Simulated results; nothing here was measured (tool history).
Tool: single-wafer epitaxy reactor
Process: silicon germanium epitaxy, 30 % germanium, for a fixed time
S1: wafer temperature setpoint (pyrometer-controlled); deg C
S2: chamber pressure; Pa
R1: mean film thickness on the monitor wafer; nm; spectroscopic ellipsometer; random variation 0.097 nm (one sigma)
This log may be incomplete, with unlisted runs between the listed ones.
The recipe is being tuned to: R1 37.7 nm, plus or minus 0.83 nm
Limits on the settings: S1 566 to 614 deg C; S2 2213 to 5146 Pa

run 1 hour=0 | S1=590 S2=3680 | R1=54.121
run 2 hour=3.2 | S1=590 S2=4213 | R1=58.072
run 3 hour=10.6 | S1=582 S2=4186 | R1=49.765
run 4 hour=14.5 | S1=591 S2=4186 | R1=58.894
run 5 hour=20 | S1=583 S2=4160 | R1=50.43
run 6 hour=22.2 | S1=574 S2=4160 | R1=42.526
run 7 hour=27.6 | S1=572 S2=4146 | R1=40.741
run 8 hour=34.9 | S1=571 S2=4146 | R1=40.096
run 9 hour=36.1 | S1=570 S2=4146 | R1=39.232

Which one of the following 5 next-run settings gets every result inside its allowed miss? There is exactly one.
run A hour=37.3 | S1=566 S2=3866 | R1=?
run B hour=37.3 | S1=568 S2=3760 | R1=?
run C hour=37.3 | S1=566 S2=4120 | R1=?
run D hour=37.3 | S1=568 S2=3653 | R1=?
run E hour=37.3 | S1=571 S2=3680 | R1=?

move=A R1=34.984
move=B R1=35.829
move=C R1=36.2
move=D R1=35.263
move=E R1=37.536
A: takes the biggest miss from the last run beyond its target
B: takes the biggest miss from the last run beyond its target
C: takes the biggest miss from the last run beyond its target
D: takes the biggest miss from the last run beyond its target
E: all results in spec
E is the move that brings every result within its allowed miss.

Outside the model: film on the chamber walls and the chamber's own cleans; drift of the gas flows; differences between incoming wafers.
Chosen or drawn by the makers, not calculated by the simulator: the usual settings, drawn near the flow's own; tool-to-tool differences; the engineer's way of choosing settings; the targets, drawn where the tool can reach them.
